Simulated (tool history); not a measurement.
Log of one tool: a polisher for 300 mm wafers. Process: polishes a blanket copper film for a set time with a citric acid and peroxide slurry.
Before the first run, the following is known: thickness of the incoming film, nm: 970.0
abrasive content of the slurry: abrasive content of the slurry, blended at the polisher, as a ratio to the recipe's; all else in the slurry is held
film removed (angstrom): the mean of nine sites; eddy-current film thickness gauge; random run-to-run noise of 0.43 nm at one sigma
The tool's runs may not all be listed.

run  hour  flow of slurry (ml/min)  pressure of the wafer on the pad (psi)  speed of the pad under the wafer (cm/s)  abrasive content of the slurry  polishing time (s)  film removed (angstrom)
  1     0                      295                                     2.5                                      104                               1                  57                    936.7
  2   1.8                      295                                     2.4                                      104                               1                  57                   906.22
  3   9.4                      295                                     2.3                                      104                               1                  57                   858.33
  4  14.4                      295                                     2.3                                      104                            1.15                  57                   889.71
  5  21.9                      295                                     2.8                                      104                            1.15                  57                   1063.6
  6  23.8                      295                                     2.6                                      104                            1.15                  57                   1002.2

Run 7, settings as shown, results not yet in. Your forecast:
  7  26.3                      295                                     2.5                                      104                            1.15                  57                        ?

{"run 7": {"film removed (angstrom)": 961.63}}
